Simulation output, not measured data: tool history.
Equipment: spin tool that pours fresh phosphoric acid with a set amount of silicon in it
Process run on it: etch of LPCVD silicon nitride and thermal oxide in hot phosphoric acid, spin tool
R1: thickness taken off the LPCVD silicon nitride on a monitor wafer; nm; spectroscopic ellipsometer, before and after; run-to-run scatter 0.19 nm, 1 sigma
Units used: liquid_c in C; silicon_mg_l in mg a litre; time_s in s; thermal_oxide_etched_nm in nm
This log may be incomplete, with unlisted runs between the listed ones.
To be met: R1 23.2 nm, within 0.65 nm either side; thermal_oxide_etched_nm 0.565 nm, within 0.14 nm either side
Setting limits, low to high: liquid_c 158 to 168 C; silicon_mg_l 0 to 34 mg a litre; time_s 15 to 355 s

{"run": 1, "hour": 0.0, "liquid_c": 163, "silicon_mg_l": 15, "time_s": 180, "R1": 14.862, "thermal_oxide_etched_nm": 0.42884}
{"run": 2, "hour": 4.4, "liquid_c": 163.5, "silicon_mg_l": 17.5, "time_s": 195, "R1": 16.235, "thermal_oxide_etched_nm": 0.47517}
{"run": 3, "hour": 13.4, "liquid_c": 162, "silicon_mg_l": 17.5, "time_s": 195, "R1": 15.566, "thermal_oxide_etched_nm": 0.40466}
{"run": 4, "hour": 18.6, "liquid_c": 162, "silicon_mg_l": 17.5, "time_s": 225, "R1": 18.224, "thermal_oxide_etched_nm": 0.5649}
{"run": 5, "hour": 20.1, "liquid_c": 162, "silicon_mg_l": 17.5, "time_s": 195, "R1": 15.521, "thermal_oxide_etched_nm": 0.35997}
{"run": 6, "hour": 21.4, "liquid_c": 160.5, "silicon_mg_l": 17.5, "time_s": 195, "R1": 14.73, "thermal_oxide_etched_nm": 0.39508}
{"run": 7, "hour": 29.6, "liquid_c": 161.5, "silicon_mg_l": 19, "time_s": 205, "R1": 15.941, "thermal_oxide_etched_nm": 0.42078}
{"run": 8, "hour": 31.1, "liquid_c": 162.5, "silicon_mg_l": 21.5, "time_s": 215, "R1": 17.356, "thermal_oxide_etched_nm": 0.47619}

Exercise: of the 4 proposed moves below, exactly one satisfies all targets within the stated allowed misses. Which move is it?
{"run": "A", "hour": 32.6, "liquid_c": 163, "silicon_mg_l": 20, "time_s": 265, "R1": "?", "thermal_oxide_etched_nm": "?"}
{"run": "B", "hour": 32.6, "liquid_c": 158.5, "silicon_mg_l": 34, "time_s": 310, "R1": "?", "thermal_oxide_etched_nm": "?"}
{"run": "C", "hour": 32.6, "liquid_c": 165, "silicon_mg_l": 28, "time_s": 260, "R1": "?", "thermal_oxide_etched_nm": "?"}
{"run": "D", "hour": 32.6, "liquid_c": 158, "silicon_mg_l": 33.5, "time_s": 330, "R1": "?", "thermal_oxide_etched_nm": "?"}

move=A R1=22.103 thermal_oxide_etched_nm=0.58951
move=B R1=22.241 thermal_oxide_etched_nm=0.29679
move=C R1=23.165 thermal_oxide_etched_nm=0.51606
move=D R1=23.279 thermal_oxide_etched_nm=0.3116
A: moves toward the targets from the last run without getting all of them in spec
B: moves toward the targets from the last run without getting all of them in spec
C: in spec on every target
D: gets the furthest-off result to its target, but another result is out of tolerance
Answer: C
